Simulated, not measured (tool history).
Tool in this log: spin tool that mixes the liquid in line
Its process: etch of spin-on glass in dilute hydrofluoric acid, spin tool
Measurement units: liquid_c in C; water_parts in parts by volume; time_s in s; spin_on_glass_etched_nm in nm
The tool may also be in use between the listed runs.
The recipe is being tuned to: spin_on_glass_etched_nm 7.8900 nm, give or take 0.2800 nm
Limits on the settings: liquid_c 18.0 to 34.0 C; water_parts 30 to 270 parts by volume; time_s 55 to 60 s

run  hour  liquid_c  water_parts  time_s  spin_on_glass_etched_nm
  1   0.0      26.0          150      55                   9.8497
  2   8.9      24.5          150      55                   9.2772
  3  11.5      23.5          150      55                   8.7632
  4  18.4      23.0          150      55                   8.6936
  5  24.7      23.0          130      55                  10.1200
  6  31.5      23.0           80      55                  18.0180
  7  33.1      22.0           95      55                  13.9130
  8  40.6      21.0          105      55                  12.1070
  9  46.6      20.0          110      55                  11.1020
 10  48.9      19.5          115      55                  10.2650
 11  54.9      19.0          120      55                   9.4335
 12  57.3      18.5          125      55                   8.8576

Of the 4 settings listed for the next run, only one would bring every result within its allowed miss of target. Which one?
  A  59.7      24.5          180      55                        ?
  B  59.7      19.0          150      55                        ?
  C  59.7      18.0          135      55                        ?
  D  59.7      18.0          145      55                        ?

move  spin_on_glass_etched_nm
   A                   7.4715
   B                   7.4809
   C                   8.1040
   D                   7.4696
A: takes the result that was furthest off past its target
B: takes the result that was furthest off past its target
C: each result inside its tolerance
D: takes the result that was furthest off past its target
Go with C: it meets all targets.

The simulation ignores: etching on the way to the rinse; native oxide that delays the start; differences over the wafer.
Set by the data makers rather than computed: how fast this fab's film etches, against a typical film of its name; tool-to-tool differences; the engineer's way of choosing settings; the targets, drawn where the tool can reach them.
